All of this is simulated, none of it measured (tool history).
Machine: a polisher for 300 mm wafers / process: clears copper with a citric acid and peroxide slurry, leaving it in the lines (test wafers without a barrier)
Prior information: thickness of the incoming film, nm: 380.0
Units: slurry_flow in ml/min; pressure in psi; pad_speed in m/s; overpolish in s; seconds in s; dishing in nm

| run | hour | slurry_flow | pressure | pad_speed | slurry_solids | overpolish | seconds | dishing |
|---|---|---|---|---|---|---|---|---|
| 1 | 0.0 | 255 | 3.1 | 1.24 | 1.0 | 19 | 117.430 | 40.841 |
| 2 | 1.0 | 255 | 3.0 | 1.24 | 1.0 | 19 | 121.990 | 41.376 |
| 3 | 3.2 | 255 | 3.3 | 1.24 | 1.0 | 19 | 111.870 | 43.848 |
| 4 | 11.5 | 255 | 4.0 | 1.24 | 1.0 | 19 | 92.782 | 52.395 |
| 5 | 17.0 | 255 | 4.0 | 1.00 | 1.0 | 19 | 116.060 | 44.193 |
| 6 | 22.3 | 255 | 3.8 | 1.00 | 1.0 | 18 | 121.290 | 40.296 |
| 7 | 23.8 | 255 | 3.7 | 1.00 | 1.0 | 18 | 124.560 | 38.770 |
| 8 | 25.7 | 255 | 3.6 | 1.00 | 1.0 | 18 | 124.690 | 37.844 |

Run 9, settings as shown, results not yet in. Your forecast:
| 9 | 28.5 | 255 | 3.5 | 1.00 | 1.0 | 18 | ? | ? |

seconds: 135.190 s
dishing: 36.675 nm
